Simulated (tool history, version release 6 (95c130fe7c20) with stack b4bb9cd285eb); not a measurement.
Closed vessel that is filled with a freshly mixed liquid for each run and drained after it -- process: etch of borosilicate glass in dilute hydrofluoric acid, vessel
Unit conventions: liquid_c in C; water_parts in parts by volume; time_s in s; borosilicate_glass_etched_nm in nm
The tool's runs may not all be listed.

run 1 hour=0 | liquid_c=22 water_parts=185 time_s=30 | borosilicate_glass_etched_nm=6.8146
run 2 hour=4.2 | liquid_c=22 water_parts=220 time_s=30 | borosilicate_glass_etched_nm=5.4491
run 3 hour=6.7 | liquid_c=22 water_parts=220 time_s=30 | borosilicate_glass_etched_nm=5.6139
run 4 hour=14.6 | liquid_c=22 water_parts=255 time_s=30 | borosilicate_glass_etched_nm=4.5951
-- hour=19.1 thermometer replaced
run 5 hour=19.1 | liquid_c=23.5 water_parts=255 time_s=30 | borosilicate_glass_etched_nm=5.2435
run 6 hour=21.1 | liquid_c=26 water_parts=255 time_s=30 | borosilicate_glass_etched_nm=5.8117

Forecast run 7:
run 7 hour=23.9 | liquid_c=27 water_parts=240 time_s=30 | borosilicate_glass_etched_nm=?

For run 7 the tool returned borosilicate_glass_etched_nm 6.391 nm.
